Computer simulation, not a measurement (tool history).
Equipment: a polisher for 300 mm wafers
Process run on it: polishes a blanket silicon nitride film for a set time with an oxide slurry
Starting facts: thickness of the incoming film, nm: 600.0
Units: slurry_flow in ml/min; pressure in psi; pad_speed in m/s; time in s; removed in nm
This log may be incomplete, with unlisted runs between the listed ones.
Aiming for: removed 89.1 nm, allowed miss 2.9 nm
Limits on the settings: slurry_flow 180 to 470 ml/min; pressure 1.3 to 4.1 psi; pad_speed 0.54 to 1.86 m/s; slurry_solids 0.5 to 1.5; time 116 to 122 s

| run | day | slurry_flow | pressure | pad_speed | slurry_solids | time | removed |
|---|---|---|---|---|---|---|---|
| 1 | 0 | 300 | 2.7 | 1.18 | 1 | 116 | 68.585 |
| 2 | 0.371 | 300 | 2.9 | 1.18 | 1 | 116 | 75.05 |
| 3 | 0.683 | 300 | 2.9 | 1.18 | 0.85 | 116 | 70.6 |
| 4 | 0.9 | 300 | 2.9 | 1.18 | 1.05 | 116 | 74.681 |
| 5 | 0.988 | 300 | 2.9 | 1 | 1.05 | 116 | 65.821 |
| 6 | 1.342 | 300 | 2.9 | 1 | 1.15 | 116 | 67.053 |
| 7 | 1.621 | 300 | 3.1 | 1 | 1.15 | 116 | 72.241 |
| 8 | 1.658 | 300 | 3.1 | 1 | 1.15 | 116 | 71.968 |
| 9 | 1.725 | 300 | 3.2 | 1 | 1.15 | 116 | 73.927 |
| 10 | 1.971 | 300 | 3.3 | 1 | 1.15 | 116 | 77.033 |
| 11 | 2.096 | 300 | 3.7 | 1 | 1.15 | 116 | 86.194 |

Of the 4 settings listed for the next run, only one would bring every result within its allowed miss of target. Which one?
| A | 2.221 | 315 | 3.6 | 1 | 1.1 | 116 | ? |
| B | 2.221 | 280 | 3.8 | 1 | 1.2 | 117 | ? |
| C | 2.221 | 275 | 3.5 | 0.98 | 1.2 | 117 | ? |
| D | 2.221 | 310 | 3.7 | 0.94 | 1.1 | 120 | ? |

| move | removed |
|---|---|
| A | 81.497 |
| B | 88.044 |
| C | 79.893 |
| D | 82.301 |
A: the biggest miss grows against the last run
B: every result within its allowed miss
C: the biggest miss grows against the last run
D: the biggest miss grows against the last run
Correct choice: B, which meets every target

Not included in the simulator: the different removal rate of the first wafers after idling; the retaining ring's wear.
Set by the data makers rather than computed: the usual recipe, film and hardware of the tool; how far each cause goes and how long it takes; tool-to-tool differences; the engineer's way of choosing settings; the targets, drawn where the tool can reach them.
